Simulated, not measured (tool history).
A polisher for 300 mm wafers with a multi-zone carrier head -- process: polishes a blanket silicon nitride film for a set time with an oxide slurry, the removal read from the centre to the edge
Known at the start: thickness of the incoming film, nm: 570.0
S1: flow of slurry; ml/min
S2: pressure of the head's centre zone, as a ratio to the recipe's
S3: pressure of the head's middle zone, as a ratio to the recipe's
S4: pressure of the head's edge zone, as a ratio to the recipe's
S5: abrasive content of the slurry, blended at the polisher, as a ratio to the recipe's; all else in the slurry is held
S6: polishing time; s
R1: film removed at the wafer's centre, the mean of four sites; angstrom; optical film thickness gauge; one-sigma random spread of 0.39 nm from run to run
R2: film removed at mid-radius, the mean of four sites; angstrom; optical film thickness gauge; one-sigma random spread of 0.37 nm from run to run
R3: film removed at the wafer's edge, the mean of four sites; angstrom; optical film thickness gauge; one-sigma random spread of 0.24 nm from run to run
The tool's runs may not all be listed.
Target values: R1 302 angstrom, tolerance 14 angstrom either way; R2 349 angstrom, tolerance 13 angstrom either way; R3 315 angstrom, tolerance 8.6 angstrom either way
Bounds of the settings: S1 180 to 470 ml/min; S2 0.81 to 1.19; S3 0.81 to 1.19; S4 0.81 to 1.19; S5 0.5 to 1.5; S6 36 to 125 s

run    day   S1    S2    S3    S4    S5  S6      R1      R2      R3
  1      0  300     1     1     1     1  80  353.95   360.3  361.79
  2  0.121  295  0.97  1.01  0.95  0.95  80  336.58     351  340.29
  3  0.283  260  0.97  1.01  0.95  0.95  80  343.93  346.02  342.62
  4  0.488  260  0.97  0.96  0.95  0.95  80  339.59  340.47  344.06
  5   0.65  275  0.94  0.99  0.92  0.95  80  328.18  350.18  339.02
  6  0.829  280  0.93     1   0.9   0.9  80  313.59  338.25  329.55
  7  1.129  265  0.92  1.09  0.82   0.9  80  321.34  368.72  313.91
  8    1.2  265  0.91  1.07  0.82   0.9  80  310.06  366.55  317.57
  9  1.417  265  0.91  1.06  0.82   0.9  80     316  358.79   312.1

Consider the 5 candidate settings below. Which is the only one whose results all fall within their allowed miss of target?
  A  1.633  305  0.85  1.07  0.83  0.9  83   ?   ?   ?
  B  1.633  240  0.97  1.17  0.81    1  75   ?   ?   ?
  C  1.633  295  0.92  1.05  0.87    1  75   ?   ?   ?
  D  1.633  340  0.94  1.09  0.84  0.7  81   ?   ?   ?
  E  1.633  240  0.89   1.1  0.81  0.9  81   ?   ?   ?

move      R1      R2      R3
   A   300.5  378.71  334.27
   B  316.49  377.09  305.86
   C  304.11   348.2  319.32
   D  299.78  346.33  302.09
   E   302.2  372.76  318.99
A: gets the furthest-off result to its target, but another result is out of tolerance
B: further off than the last run
C: meets every target
D: gets the furthest-off result to its target, but another result is out of tolerance
E: gets the furthest-off result to its target, but another result is out of tolerance
The move that meets every target is C.
